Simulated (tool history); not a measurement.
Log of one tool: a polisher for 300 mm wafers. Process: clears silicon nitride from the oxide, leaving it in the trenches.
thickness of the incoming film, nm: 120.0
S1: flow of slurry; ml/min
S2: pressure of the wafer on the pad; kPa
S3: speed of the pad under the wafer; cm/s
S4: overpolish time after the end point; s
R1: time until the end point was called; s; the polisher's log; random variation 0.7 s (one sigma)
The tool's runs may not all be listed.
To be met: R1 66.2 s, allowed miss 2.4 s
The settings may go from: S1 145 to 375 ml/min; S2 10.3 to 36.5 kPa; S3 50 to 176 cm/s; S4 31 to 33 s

run 1 hour=0 | S1=240 S2=23.4 S3=112 S4=31 | R1=87.855
run 2 hour=5.1 | S1=240 S2=23.4 S3=134 S4=31 | R1=73.484
run 3 hour=6.4 | S1=240 S2=21.4 S3=134 S4=31 | R1=79.331
run 4 hour=10 | S1=240 S2=22.8 S3=134 S4=31 | R1=76.272
run 5 hour=18.5 | S1=265 S2=22.8 S3=134 S4=31 | R1=74.276
run 6 hour=20.9 | S1=265 S2=22.8 S3=108 S4=31 | R1=92.143
run 7 hour=21.9 | S1=270 S2=25.5 S3=108 S4=31 | R1=82.338
run 8 hour=30.2 | S1=275 S2=26.9 S3=108 S4=31 | R1=77.165
run 9 hour=37.2 | S1=280 S2=28.3 S3=108 S4=31 | R1=73.351
run 10 hour=44.2 | S1=280 S2=29 S3=108 S4=31 | R1=72.055
run 11 hour=47.9 | S1=285 S2=29.6 S3=108 S4=31 | R1=70.59

Which of these 5 next moves meets every target?
run A hour=51.6 | S1=305 S2=25.5 S3=132 S4=31 | R1=?
run B hour=51.6 | S1=285 S2=30.3 S3=88 S4=31 | R1=?
run C hour=51.6 | S1=185 S2=22.8 S3=146 S4=33 | R1=?
run D hour=51.6 | S1=195 S2=29.6 S3=106 S4=33 | R1=?
run E hour=51.6 | S1=305 S2=29 S3=98 S4=33 | R1=?

move=A R1=66.617
move=B R1=83.879
move=C R1=71.781
move=D R1=75.136
move=E R1=78.611
A: meets every target
B: further off than the last run
C: further off than the last run
D: further off than the last run
E: further off than the last run
Move A is the one to make.
